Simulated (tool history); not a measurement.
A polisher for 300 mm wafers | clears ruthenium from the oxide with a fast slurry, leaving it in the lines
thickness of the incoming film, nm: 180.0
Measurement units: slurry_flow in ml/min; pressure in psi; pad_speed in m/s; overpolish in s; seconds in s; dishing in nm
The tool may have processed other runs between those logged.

run	hour	slurry_flow	pressure	pad_speed	slurry_solids	overpolish	seconds	dishing
1	0.0	125	1.8	1.16	1.0	20	52.128	53.208
2	2.2	125	2.0	1.16	1.0	23	48.788	64.321
3	3.1	130	2.1	1.16	1.0	25	45.921	74.457
4	11.4	120	2.1	1.16	1.0	25	46.697	73.812
5	13.9	125	2.2	1.16	1.0	26	44.572	79.820
6	19.6	125	2.2	1.02	1.0	26	51.465	67.804
7	26.6	130	2.4	1.02	1.0	27	46.730	76.517
8	30.3	135	2.5	1.02	1.0	28	44.512	80.399
9	32.3	135	2.5	1.02	1.0	28	43.803	81.525
10	37.3	140	2.6	1.02	1.0	29	42.948	85.134
11	38.8	140	2.6	1.04	1.0	30	41.766	87.666

Run 12 has not been measured yet. What should we expect?
12	42.9	140	2.6	1.04	1.0	30	?	?

{"run 12": {"seconds": 42.141, "dishing": 89.871}}

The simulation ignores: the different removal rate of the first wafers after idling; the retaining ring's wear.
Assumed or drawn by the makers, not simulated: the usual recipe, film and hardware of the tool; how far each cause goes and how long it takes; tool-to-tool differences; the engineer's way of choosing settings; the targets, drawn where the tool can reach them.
